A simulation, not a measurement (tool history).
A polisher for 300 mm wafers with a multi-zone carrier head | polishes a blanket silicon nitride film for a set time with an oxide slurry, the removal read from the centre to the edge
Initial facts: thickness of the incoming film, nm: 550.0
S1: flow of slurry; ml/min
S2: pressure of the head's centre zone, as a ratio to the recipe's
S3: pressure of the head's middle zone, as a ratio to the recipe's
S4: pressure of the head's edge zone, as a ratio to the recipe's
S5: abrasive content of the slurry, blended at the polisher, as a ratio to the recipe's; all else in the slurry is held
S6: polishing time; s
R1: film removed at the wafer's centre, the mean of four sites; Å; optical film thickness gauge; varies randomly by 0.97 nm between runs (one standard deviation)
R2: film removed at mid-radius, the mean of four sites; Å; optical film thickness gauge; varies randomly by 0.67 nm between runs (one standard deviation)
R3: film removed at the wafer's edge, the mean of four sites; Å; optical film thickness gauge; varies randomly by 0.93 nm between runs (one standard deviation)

Run 1, hour 0.0: S1 315 ml/min, S2 1.00, S3 1.00, S4 1.00, S5 1.00, S6 57 s. Result: R1 568.07 Å, R2 570.05 Å, R3 589.10 Å.
Run 2, hour 5.8: S1 315 ml/min, S2 1.00, S3 1.00, S4 1.04, S5 1.00, S6 57 s. Result: R1 556.63 Å, R2 582.46 Å, R3 600.26 Å.
Run 3, hour 7.6: S1 320 ml/min, S2 1.02, S3 1.01, S4 1.07, S5 1.15, S6 58 s. Result: R1 635.37 Å, R2 633.92 Å, R3 652.43 Å.
Run 4, hour 10.7: S1 320 ml/min, S2 1.00, S3 1.02, S4 1.09, S5 1.25, S6 60 s. Result: R1 675.22 Å, R2 689.96 Å, R3 728.62 Å.
Run 5, hour 11.3: S1 325 ml/min, S2 1.00, S3 1.05, S4 1.11, S5 1.30, S6 60 s. Result: R1 675.21 Å, R2 710.88 Å, R3 751.41 Å.
Run 6, hour 15.4: S1 325 ml/min, S2 1.00, S3 1.05, S4 1.11, S5 1.30, S6 52 s. Result: R1 582.73 Å, R2 614.33 Å, R3 649.20 Å.
Run 7, hour 22.7: S1 330 ml/min, S2 1.01, S3 1.08, S4 1.12, S5 1.35, S6 55 s. Result: R1 627.70 Å, R2 674.13 Å, R3 693.65 Å.
Run 8, hour 27.4: S1 335 ml/min, S2 1.02, S3 1.09, S4 1.13, S5 1.40, S6 57 s. Result: R1 682.05 Å, R2 720.63 Å, R3 744.01 Å.
Run 9, hour 30.4: S1 360 ml/min, S2 1.04, S3 1.18, S4 1.19, S5 1.50, S6 60 s. Result: R1 759.05 Å, R2 819.99 Å, R3 812.71 Å.

Expected results for the next run?
Run 10, hour 31.1: S1 360 ml/min, S2 1.04, S3 1.18, S4 1.19, S5 1.50, S6 61 s. Result: R1 ?, R2 ?, R3 ?.

{"run 10": {"R1": 789.09, "R2": 828.08, "R3": 824.61}}
